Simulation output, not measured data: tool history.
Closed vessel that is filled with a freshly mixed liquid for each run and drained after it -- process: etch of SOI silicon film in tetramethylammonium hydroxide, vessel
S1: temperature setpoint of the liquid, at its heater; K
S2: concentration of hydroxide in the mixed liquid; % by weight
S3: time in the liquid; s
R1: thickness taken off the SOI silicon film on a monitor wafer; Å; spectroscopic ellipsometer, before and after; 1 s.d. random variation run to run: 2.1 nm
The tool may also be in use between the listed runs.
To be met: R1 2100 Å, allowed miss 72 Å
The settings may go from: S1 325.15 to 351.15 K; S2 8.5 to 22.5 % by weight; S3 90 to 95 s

{"run": 1, "hour": 0.0, "S1": 338.15, "S2": 15.5, "S3": 90, "R1": 3578.5}
{"run": 2, "hour": 5.7, "S1": 335.65, "S2": 15.5, "S3": 90, "R1": 3111.9}
{"run": 3, "hour": 7.9, "S1": 335.65, "S2": 15.5, "S3": 95, "R1": 3281}
{"run": 4, "hour": 13.1, "S1": 339.65, "S2": 15.5, "S3": 95, "R1": 4229.6}
{"run": 5, "hour": 18.7, "S1": 339.65, "S2": 13, "S3": 95, "R1": 4595}
{"run": 6, "hour": 22.3, "S1": 339.65, "S2": 16, "S3": 95, "R1": 4143}
{"run": 7, "hour": 28.2, "S1": 333.15, "S2": 16.5, "S3": 95, "R1": 2776.5}
{"run": 8, "hour": 30.4, "S1": 332.15, "S2": 16.5, "S3": 95, "R1": 2590.8}
{"run": 9, "hour": 35.0, "S1": 331.15, "S2": 16.5, "S3": 95, "R1": 2429.3}
{"run": 10, "hour": 39.5, "S1": 330.65, "S2": 16.5, "S3": 95, "R1": 2343.9}
{"run": 11, "hour": 45.1, "S1": 330.65, "S2": 16.5, "S3": 95, "R1": 2368.5}
{"run": 12, "hour": 46.8, "S1": 330.15, "S2": 16.5, "S3": 95, "R1": 2278.8}
{"run": 13, "hour": 53.2, "S1": 329.65, "S2": 16.5, "S3": 95, "R1": 2220}
{"run": 14, "hour": 59.6, "S1": 329.65, "S2": 16.5, "S3": 95, "R1": 2180.2}

4 next moves are on the table. One of them brings every result within its allowed miss. Which?
{"run": "A", "hour": 66.0, "S1": 330.65, "S2": 19, "S3": 90, "R1": "?"}
{"run": "B", "hour": 66.0, "S1": 332.15, "S2": 20, "S3": 90, "R1": "?"}
{"run": "C", "hour": 66.0, "S1": 330.15, "S2": 17.5, "S3": 95, "R1": "?"}
{"run": "D", "hour": 66.0, "S1": 329.15, "S2": 14, "S3": 95, "R1": "?"}

move=A R1=2113.5
move=B R1=2270.9
move=C R1=2235.5
move=D R1=2296.7
A: all results in spec
B: misses by more than the last run did
C: misses by more than the last run did
D: misses by more than the last run did
Go with A: it meets all targets.
